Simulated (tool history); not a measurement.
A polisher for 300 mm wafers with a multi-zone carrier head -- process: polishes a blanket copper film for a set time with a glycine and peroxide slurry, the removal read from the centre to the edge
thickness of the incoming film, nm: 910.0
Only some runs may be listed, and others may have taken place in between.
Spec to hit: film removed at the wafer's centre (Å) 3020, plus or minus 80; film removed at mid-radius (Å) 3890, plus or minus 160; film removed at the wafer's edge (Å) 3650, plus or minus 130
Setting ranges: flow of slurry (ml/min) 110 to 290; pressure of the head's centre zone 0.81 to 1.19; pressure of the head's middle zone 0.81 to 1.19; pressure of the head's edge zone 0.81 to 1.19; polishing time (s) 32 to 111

run	day	flow of slurry (ml/min)	pressure of the head's centre zone	pressure of the head's middle zone	pressure of the head's edge zone	polishing time (s)	film removed at the wafer's centre (Å)	film removed at mid-radius (Å)	film removed at the wafer's edge (Å)
1	0	185	1	1	1	71	3097.3	3171	3031.5
2	0.375	185	1	1	1	85	3752.8	3854.7	3747
3	0.579	180	0.98	1.01	1	85	3634.9	3880.8	3719.1
4	0.767	175	0.97	1.01	1	85	3595	3850.5	3688.5
5	0.925	175	0.97	1.01	1	91	3850.6	4155.4	3945.8
6	1.192	175	0.97	1.01	1	82	3499.2	3610.2	3550.5
7	1.438	175	0.97	1.01	1	82	3465.1	3684.4	3565
8	1.792	170	0.96	1.02	1	82	3403.9	3695.9	3574.1
9	1.975	165	0.95	1.03	1	82	3375.4	3745.5	3487.8
10	2.329	165	0.94	1.03	1.01	82	3365.7	3745.3	3535.2
11	2.604	160	0.92	1.03	1.02	82	3292.7	3675	3541.3
12	2.758	160	0.91	1.04	1.03	82	3287.2	3681.4	3534.6
13	2.783	155	0.9	1.05	1.04	82	3126.6	3715.4	3497.4
14	2.954	155	0.89	1.05	1.04	82	3138.2	3649.4	3549.2
15	3.246	155	0.88	1.06	1.04	82	3144.7	3770.3	3594.4

Which one of the following 5 next-run settings gets every result inside its allowed miss? There is exactly one.
A	3.538	135	0.94	1.08	1.01	88	?	?	?
B	3.538	160	0.81	1.19	1.01	85	?	?	?
C	3.538	150	0.89	1.04	1.04	86	?	?	?
D	3.538	120	0.81	1.14	1.13	85	?	?	?
E	3.538	145	0.83	1.09	1.07	84	?	?	?

move	film removed at the wafer's centre (Å)	film removed at mid-radius (Å)	film removed at the wafer's edge (Å)
A	3405.4	4043.6	3641.4
B	3051.2	4412.2	3608.3
C	3273.2	3922.1	3662.2
D	2818.5	3966.5	3588.1
E	2999.4	3958.3	3593.7
A: misses by more than the last run did
B: the worst result of the last run now meets its target, but another is out of spec
C: misses by more than the last run did
D: carries the result that was furthest off beyond its target, to the other side
E: in spec on every target
The move that meets every target is E.
